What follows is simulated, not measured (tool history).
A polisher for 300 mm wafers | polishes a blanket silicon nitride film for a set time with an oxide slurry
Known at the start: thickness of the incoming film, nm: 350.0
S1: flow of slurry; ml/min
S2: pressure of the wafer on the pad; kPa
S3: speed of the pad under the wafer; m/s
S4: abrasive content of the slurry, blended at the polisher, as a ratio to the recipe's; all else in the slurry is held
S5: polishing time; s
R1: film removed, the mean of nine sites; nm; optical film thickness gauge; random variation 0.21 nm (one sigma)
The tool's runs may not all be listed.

run 1 hour=0 | S1=315 S2=20.7 S3=1.04 S4=1 S5=27 | R1=17.197
run 2 hour=2.2 | S1=315 S2=25.5 S3=1.04 S4=1 S5=27 | R1=21.669
run 3 hour=6.5 | S1=315 S2=25.5 S3=1.04 S4=1 S5=24 | R1=19.07
run 4 hour=11.8 | S1=315 S2=23.4 S3=1.04 S4=1 S5=24 | R1=17.214
run 5 hour=14.1 | S1=315 S2=22.8 S3=1.04 S4=1 S5=24 | R1=17.116
run 6 hour=18.6 | S1=315 S2=22.8 S3=1.14 S4=1 S5=24 | R1=17.795

Run 7 comes next. What will it give?
run 7 hour=22.6 | S1=315 S2=22.1 S3=1.14 S4=1 S5=24 | R1=?

{"run 7": {"R1": 17.361}}

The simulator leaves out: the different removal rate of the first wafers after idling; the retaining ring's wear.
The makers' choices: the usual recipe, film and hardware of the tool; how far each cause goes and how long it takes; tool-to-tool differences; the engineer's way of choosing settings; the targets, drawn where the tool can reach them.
